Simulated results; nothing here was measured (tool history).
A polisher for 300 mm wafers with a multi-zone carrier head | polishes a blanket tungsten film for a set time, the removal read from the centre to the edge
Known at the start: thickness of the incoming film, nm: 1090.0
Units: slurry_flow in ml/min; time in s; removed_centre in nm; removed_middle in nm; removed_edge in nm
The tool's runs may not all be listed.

run  hour  slurry_flow  centre_zone  middle_zone  edge_zone  slurry_solids  time  removed_centre  removed_middle  removed_edge
  1     0          220            1            1          1              1    54           407.6          410.05        412.36
  2   7.8          265            1            1          1              1    54          423.48          412.61        422.83
  3  10.8          255         0.98            1       0.96            0.9    53          394.81          390.83           388
  4  16.7          245         0.95         0.99       0.93           0.85    53          375.91          383.63        377.77
  5  22.9          240         0.93         0.99       0.91           0.75    53          355.48          369.97        359.84
  6  27.2          235         0.91         0.99       0.89            0.7    53          339.98          362.38        351.24
  7  32.5          230          0.9         0.99       0.87           0.65    53          335.75          346.57        341.37

The next listed run, before its measurement:
  8  36.1          205         0.82         1.08       0.81           0.55    51               ?               ?             ?

Run 8 gave removed_centre 275.67 nm, removed_middle 344.99 nm, removed_edge 296.77 nm.
